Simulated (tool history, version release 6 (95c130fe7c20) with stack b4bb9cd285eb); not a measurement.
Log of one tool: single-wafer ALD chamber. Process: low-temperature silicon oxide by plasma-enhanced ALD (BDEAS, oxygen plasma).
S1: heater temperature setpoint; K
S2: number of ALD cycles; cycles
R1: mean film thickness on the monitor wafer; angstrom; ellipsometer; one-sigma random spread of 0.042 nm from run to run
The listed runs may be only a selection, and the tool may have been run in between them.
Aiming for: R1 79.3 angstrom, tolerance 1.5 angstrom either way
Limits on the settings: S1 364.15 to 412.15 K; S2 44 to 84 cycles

Run 1, hour 0: S1 388.15 K, S2 64 cycles. Result: R1 93.586 angstrom.
Run 2, hour 8.1: S1 389.15 K, S2 63 cycles. Result: R1 92.365 angstrom.
Run 3, hour 16.8: S1 389.15 K, S2 62 cycles. Result: R1 91.097 angstrom.
Run 4, hour 23.4: S1 395.15 K, S2 62 cycles. Result: R1 89.704 angstrom.
Run 5, hour 27.9: S1 395.15 K, S2 71 cycles. Result: R1 102.07 angstrom.
Run 6, hour 35.3: S1 396.15 K, S2 69 cycles. Result: R1 99.642 angstrom.
Run 7, hour 41: S1 396.15 K, S2 69 cycles. Result: R1 98.741 angstrom.
Run 8, hour 46.2: S1 397.15 K, S2 67 cycles. Result: R1 97.172 angstrom.
Run 9, hour 50.4: S1 397.15 K, S2 65 cycles. Result: R1 93.908 angstrom.
Run 10, hour 58.9: S1 397.15 K, S2 63 cycles. Result: R1 91.009 angstrom.
At hour 63.2: thermocouple changed; heater temperature recalibrated.
Run 11, hour 63.2: S1 397.15 K, S2 62 cycles. Result: R1 88.487 angstrom.

Exercise: of the 5 proposed moves below, exactly one satisfies all targets within the stated allowed misses. Which move is it?
Run A, hour 67.5: S1 407.15 K, S2 68 cycles. Result: R1 ?.
Run B, hour 67.5: S1 405.15 K, S2 56 cycles. Result: R1 ?.
Run C, hour 67.5: S1 398.15 K, S2 65 cycles. Result: R1 ?.
Run D, hour 67.5: S1 401.15 K, S2 60 cycles. Result: R1 ?.
Run E, hour 67.5: S1 391.15 K, S2 65 cycles. Result: R1 ?.

move      R1
   A  95.714
   B  79.089
   C  92.879
   D  85.307
   E  93.958
A: the biggest miss grows against the last run
B: all results in spec
C: the biggest miss grows against the last run
D: nearer than the last run, and not there yet
E: the biggest miss grows against the last run
Move B is the one to make.
